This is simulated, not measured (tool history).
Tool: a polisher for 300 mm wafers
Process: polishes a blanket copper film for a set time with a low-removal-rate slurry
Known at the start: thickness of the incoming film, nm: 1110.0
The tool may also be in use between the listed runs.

run  hour  flow of slurry (ml/min)  pressure of the wafer on the pad (kPa)  speed of the pad under the wafer (m/s)  abrasive content of the slurry  polishing time (s)  film removed (angstrom)
  1     0                      265                                    19.3                                    0.92                               1                 114                   2585.8
  2     4                      265                                    19.3                                    0.92                            1.15                 114                   2666.1
  3  10.8                      265                                    19.3                                    0.92                            0.95                 114                   2524.8
  4  11.9                      265                                    19.3                                    1.14                            0.95                 114                   2968.5
  5  17.7                      320                                    19.3                                    1.14                            0.95                 114                   2997.1
  6  22.6                      360                                    19.3                                    1.14                            0.95                 114                     3023
  7  26.3                      360                                    17.2                                     1.1                            0.95                 114                   2769.8

The next listed run, before its measurement:
  8  28.4                      360                                    15.9                                    1.04                            0.95                 114                        ?

{"run 8": {"film removed (angstrom)": 2502.5}}
